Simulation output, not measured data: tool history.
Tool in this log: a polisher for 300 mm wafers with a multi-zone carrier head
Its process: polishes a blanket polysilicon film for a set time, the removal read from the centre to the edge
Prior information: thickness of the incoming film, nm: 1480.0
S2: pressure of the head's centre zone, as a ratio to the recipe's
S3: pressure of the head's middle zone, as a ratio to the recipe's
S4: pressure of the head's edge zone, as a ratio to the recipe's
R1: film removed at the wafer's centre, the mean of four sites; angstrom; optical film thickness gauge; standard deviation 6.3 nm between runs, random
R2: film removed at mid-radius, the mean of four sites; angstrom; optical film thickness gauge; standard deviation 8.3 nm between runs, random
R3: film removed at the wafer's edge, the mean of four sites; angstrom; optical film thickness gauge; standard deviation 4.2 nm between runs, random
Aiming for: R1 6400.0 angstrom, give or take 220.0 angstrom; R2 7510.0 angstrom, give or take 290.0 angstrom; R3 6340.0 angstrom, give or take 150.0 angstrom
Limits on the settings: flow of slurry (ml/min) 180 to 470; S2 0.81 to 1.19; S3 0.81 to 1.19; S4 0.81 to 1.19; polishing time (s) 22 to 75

run 1 hour=0.0 | flow_of_slurry_(ml/min)=300 S2=1.00 S3=1.00 S4=1.00 polishing_time_(s)=48 | R1=6163.3 R2=6219.8 R3=6159.5
run 2 hour=6.6 | flow_of_slurry_(ml/min)=310 S2=1.00 S3=1.04 S4=1.00 polishing_time_(s)=48 | R1=6065.0 R2=6331.5 R3=6025.5
run 3 hour=14.5 | flow_of_slurry_(ml/min)=310 S2=0.95 S3=1.04 S4=1.00 polishing_time_(s)=48 | R1=5770.7 R2=6375.5 R3=6116.6
run 4 hour=16.5 | flow_of_slurry_(ml/min)=315 S2=0.96 S3=1.07 S4=1.01 polishing_time_(s)=49 | R1=5937.0 R2=6656.1 R3=6313.4
run 5 hour=21.8 | flow_of_slurry_(ml/min)=315 S2=0.96 S3=1.07 S4=1.01 polishing_time_(s)=42 | R1=5121.7 R2=5759.2 R3=5334.0
run 6 hour=28.8 | flow_of_slurry_(ml/min)=325 S2=0.97 S3=1.10 S4=1.01 polishing_time_(s)=44 | R1=5547.8 R2=6131.0 R3=5610.0
run 7 hour=30.2 | flow_of_slurry_(ml/min)=330 S2=0.97 S3=1.12 S4=1.00 polishing_time_(s)=45 | R1=5619.0 R2=6476.1 R3=5797.3
run 8 hour=30.8 | flow_of_slurry_(ml/min)=340 S2=0.98 S3=1.14 S4=1.00 polishing_time_(s)=46 | R1=5832.2 R2=6591.8 R3=5852.6
run 9 hour=32.0 | flow_of_slurry_(ml/min)=340 S2=0.98 S3=1.15 S4=0.99 polishing_time_(s)=47 | R1=5931.9 R2=6853.5 R3=6036.9
run 10 hour=40.5 | flow_of_slurry_(ml/min)=345 S2=0.98 S3=1.16 S4=0.98 polishing_time_(s)=48 | R1=6096.2 R2=7093.6 R3=6093.4
run 11 hour=47.0 | flow_of_slurry_(ml/min)=350 S2=0.98 S3=1.17 S4=0.98 polishing_time_(s)=48 | R1=6158.6 R2=7101.9 R3=6081.8
run 12 hour=47.9 | flow_of_slurry_(ml/min)=355 S2=0.98 S3=1.17 S4=0.98 polishing_time_(s)=48 | R1=5995.2 R2=7141.4 R3=6164.4
run 13 hour=50.3 | flow_of_slurry_(ml/min)=355 S2=0.99 S3=1.17 S4=0.98 polishing_time_(s)=48 | R1=6166.5 R2=7140.7 R3=6198.5
run 14 hour=52.8 | flow_of_slurry_(ml/min)=360 S2=0.99 S3=1.17 S4=0.97 polishing_time_(s)=48 | R1=6291.7 R2=7191.0 R3=6089.5
run 15 hour=59.5 | flow_of_slurry_(ml/min)=365 S2=0.99 S3=1.17 S4=0.97 polishing_time_(s)=48 | R1=6165.3 R2=7170.3 R3=6097.6

Exercise: of the 5 proposed moves below, exactly one satisfies all targets within the stated allowed misses. Which move is it?
run A hour=66.2 | flow_of_slurry_(ml/min)=315 S2=0.95 S3=1.12 S4=0.87 polishing_time_(s)=53 | R1=? R2=? R3=?
run B hour=66.2 | flow_of_slurry_(ml/min)=405 S2=0.96 S3=1.07 S4=1.04 polishing_time_(s)=50 | R1=? R2=? R3=?
run C hour=66.2 | flow_of_slurry_(ml/min)=460 S2=1.02 S3=1.13 S4=1.04 polishing_time_(s)=47 | R1=? R2=? R3=?
run D hour=66.2 | flow_of_slurry_(ml/min)=410 S2=0.97 S3=1.19 S4=0.81 polishing_time_(s)=49 | R1=? R2=? R3=?
run E hour=66.2 | flow_of_slurry_(ml/min)=390 S2=0.92 S3=1.15 S4=1.00 polishing_time_(s)=50 | R1=? R2=? R3=?

move=A R1=6541.6 R2=7400.5 R3=6363.0
move=B R1=6374.1 R2=6848.7 R3=6636.6
move=C R1=6431.8 R2=6801.6 R3=6275.1
move=D R1=6323.5 R2=7362.2 R3=5787.0
move=E R1=6091.5 R2=7267.5 R3=6490.2
A: meets every target
B: pushes the last run's worst result past its target
C: meets the target for the result that was furthest off, but another lies outside its allowed miss
D: lands further from the targets than the last run did
E: pushes the last run's worst result past its target
A is the move that brings every result within its allowed miss.
